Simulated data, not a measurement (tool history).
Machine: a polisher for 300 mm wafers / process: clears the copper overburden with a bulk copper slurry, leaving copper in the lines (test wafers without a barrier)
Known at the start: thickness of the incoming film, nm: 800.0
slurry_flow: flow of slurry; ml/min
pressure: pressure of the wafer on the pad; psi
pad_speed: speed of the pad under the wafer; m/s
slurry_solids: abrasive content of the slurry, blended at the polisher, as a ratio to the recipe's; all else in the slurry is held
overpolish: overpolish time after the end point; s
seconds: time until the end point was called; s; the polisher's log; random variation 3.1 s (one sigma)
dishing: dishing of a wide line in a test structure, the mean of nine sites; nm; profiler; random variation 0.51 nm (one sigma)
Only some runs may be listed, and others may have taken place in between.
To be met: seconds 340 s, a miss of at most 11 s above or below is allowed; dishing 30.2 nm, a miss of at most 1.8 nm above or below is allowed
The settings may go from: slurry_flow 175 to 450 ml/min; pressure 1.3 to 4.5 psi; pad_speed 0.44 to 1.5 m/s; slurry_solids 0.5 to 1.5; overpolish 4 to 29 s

{"run": 1, "hour": 0.0, "slurry_flow": 290, "pressure": 2.9, "pad_speed": 0.96, "slurry_solids": 1, "overpolish": 15, "seconds": 114.86, "dishing": 72.921}
{"run": 2, "hour": 1.8, "slurry_flow": 290, "pressure": 2.9, "pad_speed": 1.12, "slurry_solids": 1, "overpolish": 15, "seconds": 98.664, "dishing": 80.636}
{"run": 3, "hour": 8.8, "slurry_flow": 290, "pressure": 2.9, "pad_speed": 1.26, "slurry_solids": 1, "overpolish": 15, "seconds": 87.66, "dishing": 85.931}
{"run": 4, "hour": 16.0, "slurry_flow": 290, "pressure": 2.9, "pad_speed": 1.26, "slurry_solids": 0.9, "overpolish": 15, "seconds": 89.4, "dishing": 86.534}
{"run": 5, "hour": 18.4, "slurry_flow": 285, "pressure": 2.5, "pad_speed": 1.06, "slurry_solids": 0.85, "overpolish": 15, "seconds": 123.69, "dishing": 65.099}
{"run": 6, "hour": 21.3, "slurry_flow": 285, "pressure": 2.5, "pad_speed": 0.88, "slurry_solids": 0.85, "overpolish": 15, "seconds": 146.28, "dishing": 58.692}
{"run": 7, "hour": 26.5, "slurry_flow": 280, "pressure": 2.2, "pad_speed": 0.78, "slurry_solids": 0.8, "overpolish": 15, "seconds": 188.26, "dishing": 46.759}
{"run": 8, "hour": 32.8, "slurry_flow": 270, "pressure": 1.4, "pad_speed": 0.52, "slurry_solids": 0.8, "overpolish": 17, "seconds": 437.01, "dishing": 24.794}
{"run": 9, "hour": 33.4, "slurry_flow": 280, "pressure": 1.5, "pad_speed": 0.52, "slurry_solids": 0.8, "overpolish": 17, "seconds": 411.86, "dishing": 26.509}
{"run": 10, "hour": 41.9, "slurry_flow": 280, "pressure": 1.6, "pad_speed": 0.52, "slurry_solids": 0.8, "overpolish": 17, "seconds": 388.12, "dishing": 27.758}
{"run": 11, "hour": 43.8, "slurry_flow": 285, "pressure": 1.7, "pad_speed": 0.52, "slurry_solids": 0.8, "overpolish": 17, "seconds": 359.5, "dishing": 29.362}
{"run": 12, "hour": 48.9, "slurry_flow": 285, "pressure": 1.7, "pad_speed": 0.52, "slurry_solids": 0.8, "overpolish": 17, "seconds": 363.28, "dishing": 29.273}
{"run": 13, "hour": 57.9, "slurry_flow": 295, "pressure": 1.7, "pad_speed": 0.52, "slurry_solids": 0.8, "overpolish": 17, "seconds": 361.58, "dishing": 30.393}
{"run": 14, "hour": 66.2, "slurry_flow": 300, "pressure": 1.7, "pad_speed": 0.52, "slurry_solids": 0.8, "overpolish": 17, "seconds": 362.11, "dishing": 30.753}
{"run": 15, "hour": 68.4, "slurry_flow": 305, "pressure": 1.9, "pad_speed": 0.52, "slurry_solids": 0.8, "overpolish": 15, "seconds": 321.56, "dishing": 31.284}
{"hour": 75.0, "done": "slurry nozzle cleaned"}
{"run": 16, "hour": 75.0, "slurry_flow": 300, "pressure": 1.9, "pad_speed": 0.52, "slurry_solids": 0.8, "overpolish": 15, "seconds": 311.09, "dishing": 29.391}
{"run": 17, "hour": 75.8, "slurry_flow": 295, "pressure": 1.9, "pad_speed": 0.52, "slurry_solids": 0.8, "overpolish": 15, "seconds": 308.69, "dishing": 31.341}
{"run": 18, "hour": 84.6, "slurry_flow": 295, "pressure": 1.9, "pad_speed": 0.52, "slurry_solids": 0.8, "overpolish": 15, "seconds": 310.19, "dishing": 30.246}

Which one of the following 4 next-run settings gets every result inside its allowed miss? There is exactly one.
{"run": "A", "hour": 93.4, "slurry_flow": 435, "pressure": 1.7, "pad_speed": 0.6, "slurry_solids": 0.75, "overpolish": 14, "seconds": "?", "dishing": "?"}
{"run": "B", "hour": 93.4, "slurry_flow": 290, "pressure": 1.7, "pad_speed": 0.58, "slurry_solids": 0.7, "overpolish": 15, "seconds": "?", "dishing": "?"}
{"run": "C", "hour": 93.4, "slurry_flow": 360, "pressure": 1.9, "pad_speed": 0.5, "slurry_solids": 0.6, "overpolish": 16, "seconds": "?", "dishing": "?"}
{"run": "D", "hour": 93.4, "slurry_flow": 335, "pressure": 1.9, "pad_speed": 0.48, "slurry_solids": 0.75, "overpolish": 19, "seconds": "?", "dishing": "?"}

move=A seconds=298.53 dishing=29.879
move=B seconds=323.22 dishing=29.61
move=C seconds=338.56 dishing=30.29
move=D seconds=338.29 dishing=35.139
A: misses by more than the last run did
B: gains on the last run, yet a result remains outside its allowed miss
C: every result lands within tolerance
D: puts the biggest miss on target and leaves a different result outside tolerance
Move C is the one to make.

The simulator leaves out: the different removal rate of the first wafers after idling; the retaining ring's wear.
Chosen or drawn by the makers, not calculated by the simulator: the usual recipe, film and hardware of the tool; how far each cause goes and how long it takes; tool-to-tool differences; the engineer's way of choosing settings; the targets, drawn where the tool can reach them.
